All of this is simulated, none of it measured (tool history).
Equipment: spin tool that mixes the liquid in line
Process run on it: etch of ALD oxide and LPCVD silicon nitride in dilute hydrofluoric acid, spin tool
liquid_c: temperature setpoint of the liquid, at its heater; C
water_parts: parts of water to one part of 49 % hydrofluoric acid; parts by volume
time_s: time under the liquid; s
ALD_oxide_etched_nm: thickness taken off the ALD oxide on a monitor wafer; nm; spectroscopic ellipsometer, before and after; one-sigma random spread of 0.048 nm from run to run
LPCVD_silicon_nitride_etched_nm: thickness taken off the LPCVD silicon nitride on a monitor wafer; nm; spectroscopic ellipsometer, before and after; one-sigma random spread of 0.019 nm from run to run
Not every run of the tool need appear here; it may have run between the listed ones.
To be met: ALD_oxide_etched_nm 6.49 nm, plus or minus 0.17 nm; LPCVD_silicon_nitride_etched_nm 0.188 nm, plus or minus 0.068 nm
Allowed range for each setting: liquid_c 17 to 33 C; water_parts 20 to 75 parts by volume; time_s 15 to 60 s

run,day,liquid_c,water_parts,time_s,ALD_oxide_etched_nm,LPCVD_silicon_nitride_etched_nm
1,0,25,45,30,8.1506,0.26449
2,0.329,23.5,45,30,7.6209,0.26234
3,0.475,23.5,45,40,10.178,0.3389
4,0.788,21.5,45,40,9.319,0.30662
5,0.925,21.5,45,30,7.094,0.18342
# day 1.233: hydrofluoric acid flow meter replaced
6,1.233,21,45,30,7.8022,0.26204
7,1.438,21.5,45,30,7.7725,0.24442
8,1.683,20.5,45,30,7.6255,0.22938
9,2.025,20,45,30,7.3279,0.19639

Below are 5 possible settings for the next run. Only one of them brings all results inside the allowed miss of their targets. Which is it?
A,2.367,24.5,55,25,?,?
B,2.367,19,60,35,?,?
C,2.367,22.5,65,35,?,?
D,2.367,19,45,30,?,?
E,2.367,20.5,55,30,?,?

move,ALD_oxide_etched_nm,LPCVD_silicon_nitride_etched_nm
A,5.9987,0.20006
B,6.0838,0.17664
C,6.4627,0.20779
D,7.0758,0.20022
E,6.0977,0.18287
A: the result that was furthest off in the last run now lies on the other side of its target
B: the result that was furthest off in the last run now lies on the other side of its target
C: each result inside its tolerance
D: better than the last run, though not everything is in spec
E: the result that was furthest off in the last run now lies on the other side of its target
The move that meets every target is C.

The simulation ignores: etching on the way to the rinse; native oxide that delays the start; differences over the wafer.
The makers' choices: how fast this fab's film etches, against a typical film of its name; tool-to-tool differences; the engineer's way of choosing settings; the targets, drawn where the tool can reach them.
